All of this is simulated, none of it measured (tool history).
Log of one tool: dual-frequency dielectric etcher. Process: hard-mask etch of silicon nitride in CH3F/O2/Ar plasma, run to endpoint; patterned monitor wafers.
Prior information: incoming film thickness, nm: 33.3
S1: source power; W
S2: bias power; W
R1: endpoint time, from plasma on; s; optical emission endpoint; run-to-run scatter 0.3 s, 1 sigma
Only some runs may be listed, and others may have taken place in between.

{"run": 1, "hour": 0.0, "S1": 320, "S2": 96, "R1": 44.198}
{"run": 2, "hour": 7.2, "S1": 300, "S2": 92, "R1": 46.269}
{"run": 3, "hour": 10.0, "S1": 270, "S2": 92, "R1": 47.733}
{"run": 4, "hour": 17.3, "S1": 270, "S2": 102, "R1": 45.246}
{"run": 5, "hour": 18.6, "S1": 320, "S2": 102, "R1": 43.352}
{"run": 6, "hour": 26.8, "S1": 360, "S2": 102, "R1": 41.864}
{"run": 7, "hour": 27.8, "S1": 300, "S2": 83, "R1": 48.675}

Run 8 has not been measured yet. What should we expect?
{"run": 8, "hour": 28.6, "S1": 290, "S2": 81, "R1": "?"}

R1: 49.877 s
